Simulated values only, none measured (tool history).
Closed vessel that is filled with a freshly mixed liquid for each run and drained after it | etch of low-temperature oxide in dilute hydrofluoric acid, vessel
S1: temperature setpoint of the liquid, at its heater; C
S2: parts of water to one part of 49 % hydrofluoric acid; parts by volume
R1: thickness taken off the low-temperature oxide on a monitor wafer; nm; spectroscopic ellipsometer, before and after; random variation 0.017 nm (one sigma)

{"run": 1, "day": 0.0, "S1": 26.0, "S2": 250, "time in the liquid (s)": 30, "R1": 2.7236}
{"run": 2, "day": 0.054, "S1": 23.0, "S2": 250, "time in the liquid (s)": 30, "R1": 2.4456}
{"run": 3, "day": 0.192, "S1": 25.5, "S2": 235, "time in the liquid (s)": 30, "R1": 2.8964}
{"run": 4, "day": 0.238, "S1": 27.5, "S2": 225, "time in the liquid (s)": 30, "R1": 3.2703}
{"run": 5, "day": 0.388, "S1": 29.0, "S2": 215, "time in the liquid (s)": 30, "R1": 3.6501}
{"run": 6, "day": 0.608, "S1": 31.5, "S2": 215, "time in the liquid (s)": 30, "R1": 3.9878}
{"run": 7, "day": 0.683, "S1": 31.5, "S2": 215, "time in the liquid (s)": 30, "R1": 3.9807}

Forecast run 8:
{"run": 8, "day": 0.975, "S1": 32.0, "S2": 210, "time in the liquid (s)": 30, "R1": "?"}

{"run 8": {"R1": 4.1654}}

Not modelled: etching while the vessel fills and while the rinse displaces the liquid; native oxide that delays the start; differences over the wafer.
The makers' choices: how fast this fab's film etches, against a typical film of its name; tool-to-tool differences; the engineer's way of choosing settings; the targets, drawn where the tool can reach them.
